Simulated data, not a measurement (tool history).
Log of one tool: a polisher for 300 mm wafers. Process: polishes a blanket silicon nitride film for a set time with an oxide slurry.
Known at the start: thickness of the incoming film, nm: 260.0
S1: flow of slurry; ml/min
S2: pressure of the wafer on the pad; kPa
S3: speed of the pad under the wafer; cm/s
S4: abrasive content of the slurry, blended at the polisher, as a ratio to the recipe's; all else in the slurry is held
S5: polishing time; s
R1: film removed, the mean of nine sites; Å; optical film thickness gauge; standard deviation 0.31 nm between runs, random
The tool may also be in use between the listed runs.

run 1 hour=0.0 | S1=190 S2=29.0 S3=96 S4=1.00 S5=58 | R1=443.93
run 2 hour=1.4 | S1=190 S2=26.2 S3=94 S4=1.00 S5=58 | R1=390.04
run 3 hour=6.7 | S1=155 S2=26.2 S3=94 S4=1.00 S5=58 | R1=385.48
run 4 hour=8.1 | S1=155 S2=31.0 S3=94 S4=1.00 S5=58 | R1=442.56
run 5 hour=10.2 | S1=155 S2=31.0 S3=94 S4=1.00 S5=58 | R1=444.28
run 6 hour=18.3 | S1=155 S2=31.0 S3=94 S4=0.85 S5=58 | R1=404.88
run 7 hour=24.0 | S1=155 S2=28.3 S3=94 S4=0.85 S5=58 | R1=376.07
run 8 hour=31.8 | S1=155 S2=26.2 S3=94 S4=0.85 S5=58 | R1=336.43
run 9 hour=37.3 | S1=155 S2=24.8 S3=94 S4=0.85 S5=58 | R1=317.72
run 10 hour=44.1 | S1=155 S2=23.4 S3=94 S4=0.85 S5=58 | R1=309.14

Run 11 has not been measured yet. What should we expect?
run 11 hour=47.9 | S1=155 S2=15.2 S3=90 S4=0.85 S5=58 | R1=?

R1: 196.66 Å
